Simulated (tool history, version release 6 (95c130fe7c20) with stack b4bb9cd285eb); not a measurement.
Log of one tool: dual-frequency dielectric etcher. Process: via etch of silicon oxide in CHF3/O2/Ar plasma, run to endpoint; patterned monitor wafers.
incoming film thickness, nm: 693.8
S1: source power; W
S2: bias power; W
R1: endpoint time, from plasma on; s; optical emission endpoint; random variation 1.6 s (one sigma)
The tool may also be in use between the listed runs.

| run | hour | S1 | S2 | R1 |
|---|---|---|---|---|
| 1 | 0 | 710 | 223 | 293.67 |
| 2 | 0.6 | 620 | 223 | 302.46 |
| 3 | 3.7 | 680 | 235 | 291.82 |
| 4 | 5.1 | 730 | 244 | 276.9 |
| 5 | 7.3 | 730 | 214 | 298.8 |
| 6 | 15.4 | 770 | 224 | 286.46 |
| 7 | 22.7 | 810 | 229 | 282.59 |

Forecast run 8:
| 8 | 24.7 | 950 | 259 | ? |

{"run 8": {"R1": 256}}
